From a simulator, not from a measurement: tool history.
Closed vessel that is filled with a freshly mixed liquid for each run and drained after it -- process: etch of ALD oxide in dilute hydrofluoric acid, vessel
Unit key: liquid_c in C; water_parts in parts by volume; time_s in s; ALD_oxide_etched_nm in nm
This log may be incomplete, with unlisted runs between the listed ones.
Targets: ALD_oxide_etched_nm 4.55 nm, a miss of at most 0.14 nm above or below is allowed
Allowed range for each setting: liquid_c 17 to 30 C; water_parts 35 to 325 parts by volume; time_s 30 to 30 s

run,hour,liquid_c,water_parts,time_s,ALD_oxide_etched_nm
1,0,22,180,30,1.9275
2,5,24,155,30,2.5235
3,6.1,25.5,140,30,3.0138
4,8.7,25.5,115,30,3.7676
5,13.9,23.5,115,30,3.5408
6,15.3,25,110,30,3.8345
7,23.8,26,110,30,4.0368
8,27.3,26.5,110,30,4.0709
9,34.2,27,110,30,4.1326
10,35.8,27.5,110,30,4.3179
11,43,28,110,30,4.3522

Below are 4 possible settings for the next run. Only one of them brings all results inside the allowed miss of their targets. Which is it?
A,50.2,23,90,30,?
B,50.2,29.5,120,30,?
C,50.2,30,120,30,?
D,50.2,28,115,30,?

move,ALD_oxide_etched_nm
A,4.5025
B,4.1542
C,4.2304
D,4.1308
A: hits every target within its allowed miss
B: lands further from the targets than the last run did
C: lands further from the targets than the last run did
D: lands further from the targets than the last run did
Go with A: it meets all targets.
